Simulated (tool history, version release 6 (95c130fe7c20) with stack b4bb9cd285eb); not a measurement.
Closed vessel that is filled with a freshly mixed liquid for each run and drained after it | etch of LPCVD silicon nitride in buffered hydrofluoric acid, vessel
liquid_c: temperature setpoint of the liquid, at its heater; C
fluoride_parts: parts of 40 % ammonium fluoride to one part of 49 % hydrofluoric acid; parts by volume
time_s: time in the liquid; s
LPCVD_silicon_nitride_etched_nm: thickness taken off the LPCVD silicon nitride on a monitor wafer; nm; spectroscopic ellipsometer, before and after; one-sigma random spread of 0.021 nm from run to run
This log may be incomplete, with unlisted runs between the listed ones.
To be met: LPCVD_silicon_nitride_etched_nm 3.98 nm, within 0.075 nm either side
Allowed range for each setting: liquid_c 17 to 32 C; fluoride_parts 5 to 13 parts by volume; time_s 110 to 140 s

| run | hour | liquid_c | fluoride_parts | time_s | LPCVD_silicon_nitride_etched_nm |
|---|---|---|---|---|---|
| 1 | 0 | 25 | 8 | 140 | 2.8022 |
| 2 | 8.9 | 25 | 8 | 110 | 2.2172 |
| 3 | 9.9 | 23 | 8 | 110 | 1.9763 |
| 4 | 19 | 24 | 8 | 110 | 2.1 |
| 5 | 25.6 | 25 | 8 | 110 | 2.207 |
| 6 | 33.5 | 26 | 8 | 110 | 2.3466 |
| 7 | 40.9 | 26.5 | 8 | 110 | 2.3876 |
| 8 | 43 | 27 | 8 | 110 | 2.4801 |
| 9 | 45.6 | 27 | 8 | 110 | 2.4416 |
| 10 | 50.5 | 27.5 | 8 | 110 | 2.5305 |
| 11 | 58.4 | 28 | 8 | 110 | 2.5918 |
| 12 | 63.4 | 28.5 | 8 | 110 | 2.6608 |
| 13 | 65 | 29 | 8 | 110 | 2.7251 |
| 14 | 71.8 | 29.5 | 8 | 110 | 2.8334 |
| 15 | 76.5 | 30 | 8 | 110 | 2.8724 |
| 16 | 81.7 | 31 | 7 | 110 | 3.5347 |
| 17 | 85 | 31.5 | 6.5 | 110 | 3.8623 |

Pick the move, out of 4, that brings all results within their allowed miss; only one does.
| A | 88.3 | 30 | 7 | 130 | ? |
| B | 88.3 | 29.5 | 7 | 140 | ? |
| C | 88.3 | 31.5 | 6.5 | 120 | ? |
| D | 88.3 | 30.5 | 6.5 | 125 | ? |

| move | LPCVD_silicon_nitride_etched_nm |
|---|---|
| A | 3.9612 |
| B | 4.1555 |
| C | 4.2158 |
| D | 4.1689 |
A: hits every target within its allowed miss
B: takes the biggest miss from the last run beyond its target
C: takes the biggest miss from the last run beyond its target
D: takes the biggest miss from the last run beyond its target
Answer: A

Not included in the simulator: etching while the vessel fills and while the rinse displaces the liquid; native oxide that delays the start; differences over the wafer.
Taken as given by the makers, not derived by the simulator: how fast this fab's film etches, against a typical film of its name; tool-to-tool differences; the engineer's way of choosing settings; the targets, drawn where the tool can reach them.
